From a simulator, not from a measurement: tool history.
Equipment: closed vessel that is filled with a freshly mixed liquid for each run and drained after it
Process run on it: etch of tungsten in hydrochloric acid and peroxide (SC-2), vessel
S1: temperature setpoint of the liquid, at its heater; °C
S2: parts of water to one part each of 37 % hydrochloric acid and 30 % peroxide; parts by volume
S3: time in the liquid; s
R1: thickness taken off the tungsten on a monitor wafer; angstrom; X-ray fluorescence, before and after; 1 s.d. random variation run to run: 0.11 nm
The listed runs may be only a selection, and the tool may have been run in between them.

run	day	S1	S2	S3	R1
1	0	52	11.5	145	378.06
2	0.038	52	11.5	145	384.24
3	0.404	50.5	11.5	145	342.8
4	0.533	50.5	11.5	145	345.26
5	0.696	50.5	11.5	145	344.14
6	0.829	50.5	11.5	145	344.37
7	1.112	49	11.5	145	309.98

Predict the results of run 8:
8	1.333	47.5	11.5	145	?

Logged for run 8: R1 281.97 angstrom.
